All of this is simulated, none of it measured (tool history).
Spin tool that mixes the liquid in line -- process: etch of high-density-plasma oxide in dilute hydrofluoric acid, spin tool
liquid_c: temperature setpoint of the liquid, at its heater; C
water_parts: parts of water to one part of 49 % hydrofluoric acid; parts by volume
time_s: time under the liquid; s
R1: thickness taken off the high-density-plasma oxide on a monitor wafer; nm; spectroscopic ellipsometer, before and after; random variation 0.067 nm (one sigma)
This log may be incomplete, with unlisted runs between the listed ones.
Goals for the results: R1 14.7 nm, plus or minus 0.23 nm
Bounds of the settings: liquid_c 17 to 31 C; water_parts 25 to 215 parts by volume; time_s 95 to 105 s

{"run": 1, "hour": 0.0, "liquid_c": 23, "water_parts": 120, "time_s": 95, "R1": 6.4032}
{"run": 2, "hour": 8.7, "liquid_c": 25, "water_parts": 105, "time_s": 95, "R1": 8.1426}
{"run": 3, "hour": 9.4, "liquid_c": 26.5, "water_parts": 95, "time_s": 95, "R1": 9.6207}
{"run": 4, "hour": 17.8, "liquid_c": 27.5, "water_parts": 90, "time_s": 95, "R1": 10.663}
{"run": 5, "hour": 20.8, "liquid_c": 27.5, "water_parts": 90, "time_s": 105, "R1": 11.754}
{"run": 6, "hour": 24.8, "liquid_c": 27.5, "water_parts": 90, "time_s": 105, "R1": 11.749}
{"run": 7, "hour": 33.5, "liquid_c": 28.5, "water_parts": 90, "time_s": 105, "R1": 12.121}
{"run": 8, "hour": 39.7, "liquid_c": 29, "water_parts": 85, "time_s": 105, "R1": 13.261}
{"run": 9, "hour": 42.0, "liquid_c": 29.5, "water_parts": 85, "time_s": 105, "R1": 13.497}
{"run": 10, "hour": 46.8, "liquid_c": 30, "water_parts": 85, "time_s": 105, "R1": 13.707}
{"run": 11, "hour": 51.8, "liquid_c": 30.5, "water_parts": 85, "time_s": 105, "R1": 14.087}
{"run": 12, "hour": 59.8, "liquid_c": 31, "water_parts": 85, "time_s": 105, "R1": 14.334}
{"run": 13, "hour": 65.5, "liquid_c": 31, "water_parts": 80, "time_s": 105, "R1": 15.279}

4 next moves are on the table. One of them brings every result within its allowed miss. Which?
{"run": "A", "hour": 71.2, "liquid_c": 30.5, "water_parts": 75, "time_s": 95, "R1": "?"}
{"run": "B", "hour": 71.2, "liquid_c": 28.5, "water_parts": 70, "time_s": 100, "R1": "?"}
{"run": "C", "hour": 71.2, "liquid_c": 30.5, "water_parts": 80, "time_s": 105, "R1": "?"}
{"run": "D", "hour": 71.2, "liquid_c": 30, "water_parts": 75, "time_s": 100, "R1": "?"}

move=A R1=14.672
move=B R1=15.45
move=C R1=15.078
move=D R1=15.154
A: each result inside its tolerance
B: misses by more than the last run did
C: closer than the last run, but not yet in spec
D: closer than the last run, but not yet in spec
The move that meets every target is A.

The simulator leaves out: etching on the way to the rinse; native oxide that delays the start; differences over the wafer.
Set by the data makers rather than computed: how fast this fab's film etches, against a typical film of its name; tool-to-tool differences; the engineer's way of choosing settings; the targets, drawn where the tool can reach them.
